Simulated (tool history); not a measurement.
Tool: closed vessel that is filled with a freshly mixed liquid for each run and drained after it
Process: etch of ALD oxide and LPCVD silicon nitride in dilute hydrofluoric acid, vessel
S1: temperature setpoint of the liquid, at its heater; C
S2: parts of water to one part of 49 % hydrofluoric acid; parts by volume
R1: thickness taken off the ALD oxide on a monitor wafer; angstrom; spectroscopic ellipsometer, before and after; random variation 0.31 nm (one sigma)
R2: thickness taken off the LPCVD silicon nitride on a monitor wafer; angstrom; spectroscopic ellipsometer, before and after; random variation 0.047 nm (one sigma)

run 1 hour=0.0 | S1=23.0 S2=40 time_in_the_liquid_(s)=60 | R1=440.09 R2=7.2524
run 2 hour=6.1 | S1=23.0 S2=40 time_in_the_liquid_(s)=75 | R1=551.02 R2=8.8040
run 3 hour=13.2 | S1=24.0 S2=40 time_in_the_liquid_(s)=75 | R1=572.03 R2=9.3919
run 4 hour=17.7 | S1=24.5 S2=40 time_in_the_liquid_(s)=75 | R1=581.23 R2=9.6558
run 5 hour=19.6 | S1=22.5 S2=40 time_in_the_liquid_(s)=75 | R1=535.95 R2=8.4192
run 6 hour=21.5 | S1=22.5 S2=55 time_in_the_liquid_(s)=75 | R1=384.08 R2=6.2055
run 7 hour=24.8 | S1=23.5 S2=50 time_in_the_liquid_(s)=75 | R1=438.70 R2=7.2775
run 8 hour=28.3 | S1=23.5 S2=50 time_in_the_liquid_(s)=75 | R1=440.86 R2=6.8157
run 9 hour=30.4 | S1=24.5 S2=50 time_in_the_liquid_(s)=75 | R1=462.14 R2=7.8033
run 10 hour=37.7 | S1=25.0 S2=50 time_in_the_liquid_(s)=75 | R1=473.29 R2=8.2266
run 11 hour=40.0 | S1=25.5 S2=50 time_in_the_liquid_(s)=75 | R1=478.88 R2=8.2320
run 12 hour=41.1 | S1=29.5 S2=35 time_in_the_liquid_(s)=75 | R1=824.69 R2=14.7840
run 13 hour=43.5 | S1=29.0 S2=35 time_in_the_liquid_(s)=75 | R1=809.33 R2=14.6580
run 14 hour=46.6 | S1=28.5 S2=35 time_in_the_liquid_(s)=75 | R1=791.43 R2=14.1990
run 15 hour=49.4 | S1=28.5 S2=35 time_in_the_liquid_(s)=75 | R1=792.41 R2=15.2470
run 16 hour=51.0 | S1=28.0 S2=35 time_in_the_liquid_(s)=75 | R1=777.82 R2=13.6080
run 17 hour=53.7 | S1=28.5 S2=35 time_in_the_liquid_(s)=75 | R1=793.00 R2=13.6890
run 18 hour=56.8 | S1=29.0 S2=35 time_in_the_liquid_(s)=75 | R1=809.98 R2=15.4260

The next listed run, before its measurement:
run 19 hour=65.8 | S1=28.5 S2=35 time_in_the_liquid_(s)=75 | R1=? R2=?

Run 19 gave R1 792.94 angstrom, R2 14.6340 angstrom.
